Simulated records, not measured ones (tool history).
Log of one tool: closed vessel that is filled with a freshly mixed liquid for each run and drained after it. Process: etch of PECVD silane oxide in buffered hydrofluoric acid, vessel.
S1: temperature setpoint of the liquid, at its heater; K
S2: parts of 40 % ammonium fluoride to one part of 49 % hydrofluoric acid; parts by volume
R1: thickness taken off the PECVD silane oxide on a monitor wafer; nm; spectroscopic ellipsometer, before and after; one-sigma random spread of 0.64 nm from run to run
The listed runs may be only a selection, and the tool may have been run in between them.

run 1 hour=0.0 | S1=297.15 S2=21.5 time_in_the_liquid_(s)=100 | R1=104.890
run 2 hour=5.3 | S1=297.15 S2=18.5 time_in_the_liquid_(s)=100 | R1=118.870
run 3 hour=7.8 | S1=295.65 S2=18.5 time_in_the_liquid_(s)=100 | R1=108.950
run 4 hour=11.8 | S1=295.65 S2=18.5 time_in_the_liquid_(s)=100 | R1=108.120
run 5 hour=19.1 | S1=294.65 S2=18.5 time_in_the_liquid_(s)=100 | R1=102.820
run 6 hour=21.8 | S1=294.65 S2=18.5 time_in_the_liquid_(s)=100 | R1=103.260

Run 7 is up next; what results do you expect?
run 7 hour=30.0 | S1=293.65 S2=18.5 time_in_the_liquid_(s)=100 | R1=?

Logged for run 7: R1 96.571 nm.
